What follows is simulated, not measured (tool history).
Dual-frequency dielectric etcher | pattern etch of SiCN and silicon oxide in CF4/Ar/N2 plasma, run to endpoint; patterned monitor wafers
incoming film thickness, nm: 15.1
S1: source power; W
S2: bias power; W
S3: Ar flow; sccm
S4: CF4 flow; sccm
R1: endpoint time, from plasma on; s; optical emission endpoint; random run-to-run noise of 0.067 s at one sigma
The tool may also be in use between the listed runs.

run    day   S1  S2  S3  S4      R1
  1      0  590  82  75  53  11.808
  2  0.121  550  82  75  53  12.626
  3  0.417  520  82  75  53  13.074
  4    0.5  520  82  62  53   12.73
  5  0.646  520  82  52  53  12.357
  6  0.929  490  82  52  53  12.994
  7  1.083  470  82  52  53  13.362
  8  1.312  450  82  52  53  13.752
  9  1.592  430  82  52  53  14.043

Estimate the outcome of run 10 from the log above:
 10  1.817  420  82  52  53   ?

{"run 10": {"R1": 14.389}}
